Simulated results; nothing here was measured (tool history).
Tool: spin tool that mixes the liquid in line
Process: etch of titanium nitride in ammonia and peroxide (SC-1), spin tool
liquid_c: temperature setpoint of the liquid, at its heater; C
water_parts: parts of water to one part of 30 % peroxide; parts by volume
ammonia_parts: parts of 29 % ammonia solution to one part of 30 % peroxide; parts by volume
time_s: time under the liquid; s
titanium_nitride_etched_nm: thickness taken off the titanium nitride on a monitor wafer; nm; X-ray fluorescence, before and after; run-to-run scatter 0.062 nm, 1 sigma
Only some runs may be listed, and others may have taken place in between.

| run | hour | liquid_c | water_parts | ammonia_parts | time_s | titanium_nitride_etched_nm |
|---|---|---|---|---|---|---|
| 1 | 0.0 | 46.0 | 21.5 | 0.45 | 295 | 11.881 |
| 2 | 5.6 | 46.0 | 21.5 | 0.35 | 295 | 11.326 |
| 3 | 11.8 | 46.5 | 21.5 | 0.35 | 295 | 11.748 |
| 4 | 18.5 | 46.5 | 26.5 | 0.35 | 295 | 10.502 |
| 5 | 19.8 | 52.0 | 26.5 | 0.35 | 295 | 15.523 |
| 6 | 25.1 | 52.0 | 26.5 | 0.35 | 315 | 16.405 |
| 7 | 28.9 | 51.0 | 26.5 | 0.35 | 315 | 15.542 |
| 8 | 33.8 | 50.0 | 26.5 | 0.35 | 315 | 14.548 |
| 9 | 40.8 | 50.0 | 26.5 | 0.35 | 315 | 14.478 |
| 10 | 44.2 | 49.5 | 26.5 | 0.35 | 315 | 13.869 |

Run 11 comes next. What will it give?
| 11 | 49.6 | 49.0 | 26.5 | 0.35 | 315 | ? |

{"run 11": {"titanium_nitride_etched_nm": 13.397}}

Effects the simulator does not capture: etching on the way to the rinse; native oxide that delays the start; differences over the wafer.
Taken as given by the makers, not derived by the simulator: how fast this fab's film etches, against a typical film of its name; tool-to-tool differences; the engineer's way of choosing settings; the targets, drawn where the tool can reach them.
